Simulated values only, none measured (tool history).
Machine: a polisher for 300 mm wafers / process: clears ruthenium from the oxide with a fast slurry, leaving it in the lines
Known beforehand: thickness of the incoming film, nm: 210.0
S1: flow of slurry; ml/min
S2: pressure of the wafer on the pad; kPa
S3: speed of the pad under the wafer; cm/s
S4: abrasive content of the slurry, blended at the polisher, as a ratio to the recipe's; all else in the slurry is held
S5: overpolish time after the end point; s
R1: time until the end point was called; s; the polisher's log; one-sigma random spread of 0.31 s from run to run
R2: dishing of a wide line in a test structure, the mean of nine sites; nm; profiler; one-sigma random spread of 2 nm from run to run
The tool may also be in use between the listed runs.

{"run": 1, "hour": 0.0, "S1": 195, "S2": 24.1, "S3": 122, "S4": 1.0, "S5": 25, "R1": 28.675, "R2": 100.67}
{"run": 2, "hour": 5.2, "S1": 195, "S2": 25.5, "S3": 122, "S4": 1.0, "S5": 26, "R1": 26.671, "R2": 108.76}
{"run": 3, "hour": 10.0, "S1": 195, "S2": 26.2, "S3": 122, "S4": 1.0, "S5": 26, "R1": 26.821, "R2": 110.47}
{"run": 4, "hour": 16.5, "S1": 195, "S2": 22.1, "S3": 122, "S4": 1.0, "S5": 26, "R1": 31.461, "R2": 99.706}
{"run": 5, "hour": 18.0, "S1": 195, "S2": 23.4, "S3": 122, "S4": 1.0, "S5": 26, "R1": 28.388, "R2": 104.01}
{"run": 6, "hour": 19.8, "S1": 195, "S2": 24.8, "S3": 122, "S4": 1.0, "S5": 26, "R1": 27.871, "R2": 105.46}
{"run": 7, "hour": 27.3, "S1": 195, "S2": 26.2, "S3": 122, "S4": 1.0, "S5": 26, "R1": 26.634, "R2": 112.89}
{"run": 8, "hour": 28.3, "S1": 195, "S2": 27.6, "S3": 122, "S4": 1.0, "S5": 26, "R1": 25.03, "R2": 112.37}
{"run": 9, "hour": 33.4, "S1": 195, "S2": 28.3, "S3": 122, "S4": 1.0, "S5": 27, "R1": 24.112, "R2": 120.18}

Run 10 is up next; what results do you expect?
{"run": 10, "hour": 39.5, "S1": 195, "S2": 29.0, "S3": 122, "S4": 1.0, "S5": 27, "R1": "?", "R2": "?"}

Run 10 yielded R1 23.443 s, R2 117.790 nm.
